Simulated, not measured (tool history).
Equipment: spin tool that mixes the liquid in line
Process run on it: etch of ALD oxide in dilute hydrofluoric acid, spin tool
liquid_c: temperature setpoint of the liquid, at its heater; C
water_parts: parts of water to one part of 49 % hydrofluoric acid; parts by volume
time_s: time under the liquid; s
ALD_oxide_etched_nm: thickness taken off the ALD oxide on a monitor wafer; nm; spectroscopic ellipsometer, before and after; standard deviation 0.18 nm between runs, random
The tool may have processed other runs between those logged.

run    day  liquid_c  water_parts  time_s  ALD_oxide_etched_nm
  1      0        26          255     305               19.399
  2  0.279      28.5          255     305               21.335
  3  0.517      28.5          290     305               17.998
  4  0.742        30          255     305               22.346
  5   1.05        31          230     305               26.624
  6  1.354        32          215     305               29.651
  7  1.658      32.5          205     305               32.175

Estimate the outcome of run 8 from the log above:
  8  1.812        34          170     305                    ?

ALD_oxide_etched_nm: 42.837 nm

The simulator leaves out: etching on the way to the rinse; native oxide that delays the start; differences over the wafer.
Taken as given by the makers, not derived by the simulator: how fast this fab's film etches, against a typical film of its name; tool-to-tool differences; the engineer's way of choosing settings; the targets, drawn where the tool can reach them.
